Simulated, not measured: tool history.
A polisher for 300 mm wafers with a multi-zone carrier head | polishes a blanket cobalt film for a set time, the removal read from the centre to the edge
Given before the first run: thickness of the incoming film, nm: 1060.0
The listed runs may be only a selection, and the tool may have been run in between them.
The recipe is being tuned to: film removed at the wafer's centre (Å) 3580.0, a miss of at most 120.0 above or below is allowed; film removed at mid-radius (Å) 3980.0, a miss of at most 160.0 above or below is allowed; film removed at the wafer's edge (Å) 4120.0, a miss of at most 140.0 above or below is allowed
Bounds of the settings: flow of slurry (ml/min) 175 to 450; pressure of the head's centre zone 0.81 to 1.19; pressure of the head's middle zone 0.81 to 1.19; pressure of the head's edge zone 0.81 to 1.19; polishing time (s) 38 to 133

run    day  flow of slurry (ml/min)  pressure of the head's centre zone  pressure of the head's middle zone  pressure of the head's edge zone  polishing time (s)  film removed at the wafer's centre (Å)  film removed at mid-radius (Å)  film removed at the wafer's edge (Å)
  1  0.000                      290                                1.00                                1.00                              1.00                  85                                  2990.1                          2954.9                                2929.2
  2  0.096                      290                                0.99                                1.00                              1.02                  88                                  3024.9                          3055.9                                3037.0
  3  0.367                      290                                0.99                                1.03                              1.02                  88                                  3047.1                          3096.4                                3081.0
  4  0.525                      290                                0.99                                1.03                              0.98                  88                                  3022.3                          3121.9                                3035.0
  5  0.562                      290                                0.98                                1.03                              1.00                  91                                  3134.1                          3274.5                                3137.0
  6  0.783                      355                                0.98                                1.03                              1.00                  91                                  3213.4                          3305.6                                3187.7
  7  1.112                      350                                0.97                                1.03                              1.02                  93                                  3214.6                          3342.8                                3341.2
  8  1.342                      350                                0.97                                1.04                              1.04                  94                                  3243.4                          3440.6                                3338.6
  9  1.638                      350                                0.96                                1.03                              1.05                  96                                  3292.2                          3487.7                                3439.7

Exercise: of the 4 proposed moves below, exactly one satisfies all targets within the stated allowed misses. Which move is it?
  A  1.933                      325                                0.81                                0.81                              1.19                  95                                       ?                               ?                                     ?
  B  1.933                      330                                0.99                                0.86                              1.16                  86                                       ?                               ?                                     ?
  C  1.933                      340                                0.91                                1.02                              1.11                 111                                       ?                               ?                                     ?
  D  1.933                      320                                0.87                                0.87                              1.16                 118                                       ?                               ?                                     ?

move  film removed at the wafer's centre (Å)  film removed at mid-radius (Å)  film removed at the wafer's edge (Å)
   A                                  2703.8                          2742.6                                3629.8
   B                                  3002.5                          2609.0                                3243.8
   C                                  3574.4                          3895.7                                4092.9
   D                                  3605.2                          3605.8                                4440.3
A: the biggest miss grows against the last run
B: the biggest miss grows against the last run
C: every result within its allowed miss
D: moves the result that the last run missed by most past its target, out the other side
The move that meets every target is C.

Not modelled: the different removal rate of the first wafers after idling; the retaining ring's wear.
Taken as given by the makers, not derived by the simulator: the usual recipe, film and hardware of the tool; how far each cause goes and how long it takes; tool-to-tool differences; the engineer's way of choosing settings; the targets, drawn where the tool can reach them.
